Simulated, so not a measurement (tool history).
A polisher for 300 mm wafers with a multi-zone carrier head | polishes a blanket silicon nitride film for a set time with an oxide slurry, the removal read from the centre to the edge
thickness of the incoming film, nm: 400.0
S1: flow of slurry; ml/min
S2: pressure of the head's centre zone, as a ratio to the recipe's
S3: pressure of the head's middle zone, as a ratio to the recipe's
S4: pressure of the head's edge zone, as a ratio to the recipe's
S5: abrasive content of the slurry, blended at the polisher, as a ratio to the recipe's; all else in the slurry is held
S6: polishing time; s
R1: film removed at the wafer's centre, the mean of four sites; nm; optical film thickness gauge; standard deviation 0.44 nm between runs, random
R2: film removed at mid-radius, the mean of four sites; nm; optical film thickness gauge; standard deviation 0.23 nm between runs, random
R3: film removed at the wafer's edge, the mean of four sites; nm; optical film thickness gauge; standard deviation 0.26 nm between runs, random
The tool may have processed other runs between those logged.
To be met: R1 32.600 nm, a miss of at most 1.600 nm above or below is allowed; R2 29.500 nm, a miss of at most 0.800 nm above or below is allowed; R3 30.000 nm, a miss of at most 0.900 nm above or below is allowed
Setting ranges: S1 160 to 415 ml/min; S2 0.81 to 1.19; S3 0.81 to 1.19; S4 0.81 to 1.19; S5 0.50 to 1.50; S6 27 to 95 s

Run 1, hour 0.0: S1 265 ml/min, S2 1.00, S3 1.00, S4 1.00, S5 1.00, S6 61 s. Result: R1 55.285 nm, R2 56.242 nm, R3 56.730 nm.
Run 2, hour 8.3: S1 265 ml/min, S2 1.00, S3 0.99, S4 0.98, S5 0.95, S6 58 s. Result: R1 51.423 nm, R2 52.182 nm, R3 52.180 nm.
Run 3, hour 13.7: S1 290 ml/min, S2 1.00, S3 0.99, S4 0.98, S5 0.95, S6 58 s. Result: R1 52.324 nm, R2 51.731 nm, R3 52.221 nm.
Run 4, hour 21.7: S1 290 ml/min, S2 1.00, S3 0.99, S4 0.95, S5 0.95, S6 58 s. Result: R1 50.585 nm, R2 52.647 nm, R3 52.635 nm.
Run 5, hour 25.6: S1 290 ml/min, S2 1.00, S3 0.99, S4 0.95, S5 1.05, S6 58 s. Result: R1 52.875 nm, R2 55.093 nm, R3 54.232 nm.
Run 6, hour 33.7: S1 290 ml/min, S2 1.01, S3 0.98, S4 0.94, S5 1.00, S6 55 s. Result: R1 51.161 nm, R2 50.130 nm, R3 50.036 nm.
Run 7, hour 36.5: S1 285 ml/min, S2 1.01, S3 0.97, S4 0.93, S5 0.95, S6 53 s. Result: R1 47.867 nm, R2 46.523 nm, R3 45.698 nm.
Run 8, hour 39.6: S1 280 ml/min, S2 1.00, S3 0.95, S4 0.92, S5 0.90, S6 53 s. Result: R1 46.563 nm, R2 44.894 nm, R3 44.547 nm.
Run 9, hour 40.3: S1 275 ml/min, S2 0.99, S3 0.93, S4 0.91, S5 0.85, S6 52 s. Result: R1 43.497 nm, R2 42.127 nm, R3 43.000 nm.
Run 10, hour 44.6: S1 275 ml/min, S2 0.99, S3 0.93, S4 0.91, S5 0.85, S6 52 s. Result: R1 43.964 nm, R2 42.553 nm, R3 42.843 nm.
Run 11, hour 49.8: S1 270 ml/min, S2 0.99, S3 0.92, S4 0.90, S5 0.80, S6 51 s. Result: R1 43.168 nm, R2 40.552 nm, R3 40.631 nm.
Run 12, hour 54.9: S1 230 ml/min, S2 0.89, S3 0.82, S4 0.82, S5 0.55, S6 44 s. Result: R1 25.948 nm, R2 25.513 nm, R3 26.862 nm.
Run 13, hour 58.6: S1 245 ml/min, S2 0.90, S3 0.83, S4 0.82, S5 0.55, S6 44 s. Result: R1 26.381 nm, R2 26.302 nm, R3 27.560 nm.
Run 14, hour 66.1: S1 260 ml/min, S2 0.92, S3 0.84, S4 0.82, S5 0.55, S6 44 s. Result: R1 27.715 nm, R2 26.567 nm, R3 27.982 nm.
Run 15, hour 70.0: S1 265 ml/min, S2 0.93, S3 0.85, S4 0.82, S5 0.55, S6 44 s. Result: R1 27.508 nm, R2 26.616 nm, R3 27.889 nm.
Run 16, hour 73.2: S1 265 ml/min, S2 0.95, S3 0.86, S4 0.82, S5 0.55, S6 44 s. Result: R1 28.788 nm, R2 26.912 nm, R3 27.724 nm.
Run 17, hour 81.7: S1 275 ml/min, S2 0.96, S3 0.87, S4 0.83, S5 0.55, S6 44 s. Result: R1 29.033 nm, R2 27.484 nm, R3 27.914 nm.
Run 18, hour 86.7: S1 280 ml/min, S2 0.97, S3 0.87, S4 0.84, S5 0.55, S6 44 s. Result: R1 29.324 nm, R2 27.426 nm, R3 28.194 nm.
Run 19, hour 88.4: S1 280 ml/min, S2 0.97, S3 0.87, S4 0.84, S5 0.55, S6 44 s. Result: R1 29.885 nm, R2 27.408 nm, R3 28.297 nm.
Run 20, hour 96.5: S1 280 ml/min, S2 0.98, S3 0.88, S4 0.85, S5 0.55, S6 44 s. Result: R1 29.165 nm, R2 27.540 nm, R3 27.940 nm.
Run 21, hour 99.5: S1 285 ml/min, S2 0.99, S3 0.88, S4 0.85, S5 0.55, S6 44 s. Result: R1 30.038 nm, R2 27.872 nm, R3 28.255 nm.

Exercise: of the 4 proposed moves below, exactly one satisfies all targets within the stated allowed misses. Which move is it?
Run A, hour 102.5: S1 300 ml/min, S2 0.88, S3 0.81, S4 0.86, S5 0.50, S6 47 s. Result: R1 ?, R2 ?, R3 ?.
Run B, hour 102.5: S1 255 ml/min, S2 0.90, S3 0.81, S4 0.85, S5 0.55, S6 47 s. Result: R1 ?, R2 ?, R3 ?.
Run C, hour 102.5: S1 210 ml/min, S2 1.03, S3 0.89, S4 0.83, S5 0.60, S6 46 s. Result: R1 ?, R2 ?, R3 ?.
Run D, hour 102.5: S1 305 ml/min, S2 1.04, S3 0.85, S4 0.91, S5 0.55, S6 45 s. Result: R1 ?, R2 ?, R3 ?.

move      R1      R2      R3
   A  27.215  27.166  29.091
   B  28.766  28.122  30.083
   C  32.882  30.050  29.923
   D  32.546  28.364  30.126
A: its largest miss is bigger than the last run's
B: its largest miss is bigger than the last run's
C: hits every target within its allowed miss
D: closes in on the targets versus the last run, not all within tolerance yet
The right move is C.
